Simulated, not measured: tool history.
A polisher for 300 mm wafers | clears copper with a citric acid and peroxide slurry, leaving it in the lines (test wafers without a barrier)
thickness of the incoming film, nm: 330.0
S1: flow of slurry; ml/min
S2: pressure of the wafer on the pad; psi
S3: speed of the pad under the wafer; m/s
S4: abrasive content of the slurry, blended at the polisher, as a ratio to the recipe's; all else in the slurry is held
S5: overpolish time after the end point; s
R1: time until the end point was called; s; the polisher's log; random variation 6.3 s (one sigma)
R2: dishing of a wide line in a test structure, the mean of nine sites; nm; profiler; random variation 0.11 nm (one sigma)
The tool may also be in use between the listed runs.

run 1 hour=0 | S1=215 S2=3.1 S3=0.9 S4=1 S5=9 | R1=206.21 R2=9.6066
run 2 hour=4 | S1=215 S2=3.1 S3=0.9 S4=1.1 S5=9 | R1=203.15 R2=10.399
run 3 hour=9.9 | S1=215 S2=2.6 S3=0.86 S4=1.1 S5=9 | R1=247.56 R2=8.2089
run 4 hour=14.4 | S1=215 S2=2.3 S3=0.84 S4=1.1 S5=9 | R1=284.71 R2=7.2816
run 5 hour=16.9 | S1=215 S2=2.3 S3=0.84 S4=1.2 S5=9 | R1=273.83 R2=7.1832
run 6 hour=18.6 | S1=210 S2=2 S3=0.84 S4=1.2 S5=9 | R1=314.74 R2=6.4946
run 7 hour=23.8 | S1=200 S2=1.9 S3=0.84 S4=1.2 S5=9 | R1=349.29 R2=6.3554

Run 8 comes next. What will it give?
run 8 hour=27.9 | S1=195 S2=1.9 S3=0.84 S4=1.2 S5=9 | R1=? R2=?

Run 8 gave R1 342.42 s, R2 6.1134 nm.

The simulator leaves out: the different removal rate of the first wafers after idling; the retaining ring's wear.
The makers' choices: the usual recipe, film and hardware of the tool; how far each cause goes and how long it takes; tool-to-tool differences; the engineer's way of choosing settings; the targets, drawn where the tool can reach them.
